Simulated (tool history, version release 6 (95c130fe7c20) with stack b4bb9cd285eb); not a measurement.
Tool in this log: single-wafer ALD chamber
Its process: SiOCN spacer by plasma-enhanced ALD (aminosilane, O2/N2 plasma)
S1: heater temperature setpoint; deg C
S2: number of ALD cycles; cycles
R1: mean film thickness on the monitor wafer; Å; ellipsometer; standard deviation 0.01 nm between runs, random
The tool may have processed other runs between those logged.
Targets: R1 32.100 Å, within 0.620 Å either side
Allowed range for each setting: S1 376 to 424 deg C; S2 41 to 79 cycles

{"run": 1, "hour": 0.0, "S1": 400, "S2": 60, "R1": 35.062}
{"run": 2, "hour": 2.7, "S1": 394, "S2": 60, "R1": 35.127}
{"run": 3, "hour": 5.6, "S1": 404, "S2": 60, "R1": 34.442}
{"run": 4, "hour": 7.1, "S1": 411, "S2": 60, "R1": 33.787}
{"run": 5, "hour": 13.9, "S1": 412, "S2": 60, "R1": 33.678}
{"run": 6, "hour": 15.1, "S1": 405, "S2": 60, "R1": 34.314}
{"run": 7, "hour": 16.5, "S1": 406, "S2": 60, "R1": 34.279}
{"run": 8, "hour": 23.3, "S1": 407, "S2": 60, "R1": 34.16}

Pick the move, out of 4, that brings all results within their allowed miss; only one does.
{"run": "A", "hour": 30.1, "S1": 405, "S2": 53, "R1": "?"}
{"run": "B", "hour": 30.1, "S1": 421, "S2": 67, "R1": "?"}
{"run": "C", "hour": 30.1, "S1": 412, "S2": 55, "R1": "?"}
{"run": "D", "hour": 30.1, "S1": 409, "S2": 57, "R1": "?"}

move=A R1=30.474
move=B R1=36.545
move=C R1=30.913
move=D R1=32.353
A: takes the biggest miss from the last run beyond its target
B: lands further from the targets than the last run did
C: takes the biggest miss from the last run beyond its target
D: all results in spec
D meets every target.

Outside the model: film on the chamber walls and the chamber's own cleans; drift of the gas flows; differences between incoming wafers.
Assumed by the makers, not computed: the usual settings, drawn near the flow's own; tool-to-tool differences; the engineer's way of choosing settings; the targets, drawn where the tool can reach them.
